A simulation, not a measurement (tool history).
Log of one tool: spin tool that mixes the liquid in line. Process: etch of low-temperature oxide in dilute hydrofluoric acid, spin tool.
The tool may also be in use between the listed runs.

| run | hour | temperature setpoint of the liquid (°C) | parts of water to one part of 49 % hydrofluoric acid (parts by volume) | time under the liquid (s) | thickness taken off the low-temperature oxide on a monitor wafer (Å) |
|---|---|---|---|---|---|
| 1 | 0 | 23 | 215 | 290 | 101.54 |
| 2 | 2.3 | 26.5 | 215 | 290 | 115.09 |
| 3 | 10.7 | 23.5 | 215 | 290 | 102.64 |
| 4 | 13.7 | 25 | 190 | 290 | 124.63 |
| 5 | 17.1 | 26 | 170 | 290 | 150.5 |
| 6 | 21.5 | 24.5 | 170 | 290 | 141.75 |
| 7 | 27.9 | 28.5 | 110 | 290 | 271.11 |
| 8 | 31.8 | 28 | 110 | 290 | 268.02 |
| 9 | 36.2 | 27.5 | 110 | 290 | 260.7 |

The next listed run, before its measurement:
|  | 39.5 | thermometer replaced |
| 10 | 39.5 | 25 | 115 | 290 | ? |

{"run 10": {"thickness taken off the low-temperature oxide on a monitor wafer (Å)": 244.89}}

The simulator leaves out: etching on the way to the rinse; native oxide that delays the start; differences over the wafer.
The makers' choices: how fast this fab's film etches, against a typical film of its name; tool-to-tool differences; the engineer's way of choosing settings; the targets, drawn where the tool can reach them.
